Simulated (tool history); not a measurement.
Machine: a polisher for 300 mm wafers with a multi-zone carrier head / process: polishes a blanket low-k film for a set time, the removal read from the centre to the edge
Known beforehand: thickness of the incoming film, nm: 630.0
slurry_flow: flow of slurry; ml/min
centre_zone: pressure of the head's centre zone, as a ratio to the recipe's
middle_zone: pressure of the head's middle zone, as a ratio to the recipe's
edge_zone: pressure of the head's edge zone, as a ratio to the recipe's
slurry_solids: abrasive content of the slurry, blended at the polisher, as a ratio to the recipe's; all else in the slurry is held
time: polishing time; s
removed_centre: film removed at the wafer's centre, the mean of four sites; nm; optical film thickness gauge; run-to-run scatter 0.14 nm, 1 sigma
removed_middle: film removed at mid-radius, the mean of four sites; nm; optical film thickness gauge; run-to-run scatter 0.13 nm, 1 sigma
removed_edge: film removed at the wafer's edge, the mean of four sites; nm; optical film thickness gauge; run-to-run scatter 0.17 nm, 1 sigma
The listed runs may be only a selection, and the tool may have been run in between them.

| run | hour | slurry_flow | centre_zone | middle_zone | edge_zone | slurry_solids | time | removed_centre | removed_middle | removed_edge |
|---|---|---|---|---|---|---|---|---|---|---|
| 1 | 0.0 | 185 | 1.00 | 1.00 | 1.00 | 1.00 | 45 | 13.713 | 13.707 | 14.176 |
| 2 | 6.3 | 185 | 1.00 | 1.00 | 1.04 | 1.00 | 45 | 13.309 | 13.644 | 14.223 |
| 3 | 12.1 | 180 | 0.98 | 0.99 | 1.04 | 0.95 | 45 | 12.869 | 13.284 | 13.906 |
| 4 | 13.5 | 200 | 0.98 | 0.99 | 1.04 | 0.95 | 45 | 12.910 | 13.588 | 14.263 |
| 5 | 19.2 | 200 | 0.91 | 0.99 | 1.04 | 0.95 | 45 | 12.292 | 13.344 | 13.743 |
|  | 22.8 | worn pad replaced by a new one |
| 6 | 22.8 | 200 | 0.84 | 0.99 | 1.04 | 0.95 | 45 | 12.965 | 15.262 | 16.137 |
| 7 | 24.4 | 200 | 0.86 | 0.99 | 1.05 | 0.90 | 45 | 12.958 | 14.762 | 15.591 |
| 8 | 27.5 | 200 | 0.86 | 0.98 | 1.05 | 0.85 | 44 | 12.171 | 13.778 | 14.274 |

The next listed run, before its measurement:
| 9 | 35.6 | 200 | 0.86 | 0.97 | 1.06 | 0.80 | 44 | ? | ? | ? |

removed_centre: 11.183 nm
removed_middle: 13.061 nm
removed_edge: 13.704 nm
